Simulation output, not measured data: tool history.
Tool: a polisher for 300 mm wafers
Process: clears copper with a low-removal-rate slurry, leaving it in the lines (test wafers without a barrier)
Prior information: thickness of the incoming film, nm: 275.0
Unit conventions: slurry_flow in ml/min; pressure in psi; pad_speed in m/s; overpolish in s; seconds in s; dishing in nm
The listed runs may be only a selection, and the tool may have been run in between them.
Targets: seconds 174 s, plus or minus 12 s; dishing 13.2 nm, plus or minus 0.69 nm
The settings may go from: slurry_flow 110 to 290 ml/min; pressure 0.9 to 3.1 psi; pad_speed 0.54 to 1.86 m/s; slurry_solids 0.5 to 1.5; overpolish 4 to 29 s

run	hour	slurry_flow	pressure	pad_speed	slurry_solids	overpolish	seconds	dishing
1	0	185	2	1.18	1	15	103.97	22.974
2	6.3	185	1.7	1.16	1	14	124.07	18.717
3	7.3	185	1.5	1.16	1	14	139.73	17.261
4	9.6	185	1.4	1.16	1	13	147.92	15.281
5	11.9	185	1.4	1.16	1	9	150.37	11.098
6	16.7	185	1.4	1.34	1	9	137.71	11.732
7	17.9	185	1.3	1.28	1	10	153.01	11.906
8	24.5	185	1.2	1.26	1	11	159.49	11.786

Below are 5 possible settings for the next run. Only one of them brings all results inside the allowed miss of their targets. Which is it?
A	31.1	185	1.1	1.28	0.95	10	?	?
B	31.1	130	1.3	1.08	1.1	13	?	?
C	31.1	245	1	1.66	1.15	10	?	?
D	31.1	195	1.1	1.16	0.85	16	?	?
E	31.1	170	1.2	1.14	0.9	12	?	?

move	seconds	dishing
A	174.47	10.15
B	172.46	13.05
C	149.21	11.637
D	187.87	14.414
E	176.95	11.844
A: its largest miss is bigger than the last run's
B: meets every target
C: its largest miss is bigger than the last run's
D: the result that was furthest off in the last run now lies on the other side of its target
E: just as far off the targets as the last run
The right move is B.
